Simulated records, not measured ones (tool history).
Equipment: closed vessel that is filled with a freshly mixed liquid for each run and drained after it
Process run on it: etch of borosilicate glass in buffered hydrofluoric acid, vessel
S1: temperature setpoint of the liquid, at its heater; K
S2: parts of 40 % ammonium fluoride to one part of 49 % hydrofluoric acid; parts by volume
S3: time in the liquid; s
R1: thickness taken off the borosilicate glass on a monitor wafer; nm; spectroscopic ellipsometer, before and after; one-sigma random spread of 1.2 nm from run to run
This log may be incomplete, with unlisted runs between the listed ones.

run  hour      S1    S2   S3      R1
  1     0  296.15    11  105  116.72
  2   6.3  296.15  13.5  105  97.187
  3   9.9  297.65  12.5  105  113.07
  4  11.1  297.65  15.5  105   89.69
  5  18.8  297.65    14  105  100.21
  6  25.5  297.65    14  105  101.12
  7  29.3  301.65  10.5  105  163.49

Run 8 comes next. What will it give?
  8  34.5  302.15  10.5  105   ?

Run 8 yielded R1 170.37 nm.
